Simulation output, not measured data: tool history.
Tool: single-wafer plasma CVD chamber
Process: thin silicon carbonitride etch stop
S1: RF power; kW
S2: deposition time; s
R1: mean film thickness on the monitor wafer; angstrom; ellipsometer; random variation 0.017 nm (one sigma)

| run | hour | S1 | S2 | R1 |
|---|---|---|---|---|
| 1 | 0 | 0.17 | 11.7 | 62.506 |
| 2 | 6.8 | 0.18 | 11.7 | 63.699 |
| 3 | 15.2 | 0.185 | 12 | 65.786 |
| 4 | 17.9 | 0.19 | 12.3 | 67.877 |
| 5 | 20.3 | 0.195 | 12.5 | 69.599 |
| 6 | 28.4 | 0.215 | 12.5 | 71.563 |
| 7 | 30.3 | 0.215 | 12.6 | 72.459 |
| 8 | 33.4 | 0.215 | 12.7 | 72.759 |
| 9 | 40.3 | 0.215 | 12.8 | 73.669 |

Forecast run 10:
| 10 | 44.9 | 0.215 | 12.9 | ? |

{"run 10": {"R1": 73.982}}
